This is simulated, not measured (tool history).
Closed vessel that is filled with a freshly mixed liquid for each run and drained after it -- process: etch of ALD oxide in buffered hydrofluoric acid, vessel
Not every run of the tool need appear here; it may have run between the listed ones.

run,hour,temperature setpoint of the liquid (K),parts of 40 % ammonium fluoride to one part of 49 % hydrofluoric acid (parts by volume),time in the liquid (s),thickness taken off the ALD oxide on a monitor wafer (nm)
1,0,293.15,23,30,45.775
2,2.1,295.15,23,30,51.581
3,4.8,296.65,21,30,58.557
4,9.6,296.65,21,30,59.532
5,14,296.65,21,30,59.529
6,15.8,299.15,21,30,69.366

Estimate the outcome of run 7 from the log above:
7,18.8,299.65,19.5,30,?

Run 7 measured thickness taken off the ALD oxide on a monitor wafer (nm) 73.266.

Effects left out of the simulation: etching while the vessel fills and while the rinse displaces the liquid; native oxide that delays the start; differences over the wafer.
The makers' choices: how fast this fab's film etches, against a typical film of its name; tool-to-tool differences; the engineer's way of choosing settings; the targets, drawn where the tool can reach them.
